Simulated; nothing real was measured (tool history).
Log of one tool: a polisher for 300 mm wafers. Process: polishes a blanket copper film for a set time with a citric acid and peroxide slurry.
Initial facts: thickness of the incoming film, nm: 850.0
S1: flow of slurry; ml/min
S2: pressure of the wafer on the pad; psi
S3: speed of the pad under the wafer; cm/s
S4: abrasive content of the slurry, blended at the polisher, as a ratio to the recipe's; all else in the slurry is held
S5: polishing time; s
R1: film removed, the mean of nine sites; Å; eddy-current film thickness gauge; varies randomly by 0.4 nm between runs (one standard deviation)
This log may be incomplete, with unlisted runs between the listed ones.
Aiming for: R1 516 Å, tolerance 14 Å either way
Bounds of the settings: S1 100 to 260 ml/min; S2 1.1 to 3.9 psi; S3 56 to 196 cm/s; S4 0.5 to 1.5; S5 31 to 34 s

| run | hour | S1 | S2 | S3 | S4 | S5 | R1 |
|---|---|---|---|---|---|---|---|
| 1 | 0 | 165 | 2.5 | 126 | 1 | 34 | 784.2 |
| 2 | 1.1 | 165 | 2.5 | 126 | 0.8 | 34 | 763.95 |
| 3 | 2.3 | 165 | 2.5 | 126 | 0.6 | 34 | 711.83 |
| 4 | 11.3 | 165 | 2.5 | 126 | 0.5 | 34 | 685.99 |
| 5 | 18.7 | 165 | 2.9 | 126 | 0.5 | 34 | 761.03 |
| 6 | 25.8 | 165 | 2.9 | 144 | 0.5 | 34 | 871.42 |
| 7 | 32.3 | 160 | 2.4 | 144 | 0.5 | 34 | 751.91 |
| 8 | 41.1 | 155 | 2.1 | 144 | 0.5 | 34 | 690.7 |
| 9 | 49.4 | 150 | 1.8 | 144 | 0.5 | 34 | 618.76 |
| 10 | 57.7 | 150 | 1.8 | 144 | 0.5 | 34 | 618.82 |
| 11 | 60.4 | 145 | 1.6 | 144 | 0.5 | 34 | 573.4 |
| 12 | 61.4 | 140 | 1.5 | 144 | 0.5 | 34 | 557.41 |

Exactly one of the 5 candidate moves below puts every result within its allowed miss. Which one?
| A | 62.4 | 120 | 1.7 | 134 | 0.5 | 33 | ? |
| B | 62.4 | 150 | 1.5 | 156 | 0.5 | 31 | ? |
| C | 62.4 | 125 | 2 | 128 | 0.5 | 34 | ? |
| D | 62.4 | 165 | 2.1 | 124 | 0.75 | 31 | ? |
| E | 62.4 | 170 | 1.7 | 142 | 0.6 | 32 | ? |

| move | R1 |
|---|---|
| A | 512.99 |
| B | 545.51 |
| C | 562.57 |
| D | 592.98 |
| E | 587.32 |
A: all results in spec
B: closes in on the targets versus the last run, not all within tolerance yet
C: lands further from the targets than the last run did
D: lands further from the targets than the last run did
E: lands further from the targets than the last run did
A meets every target.
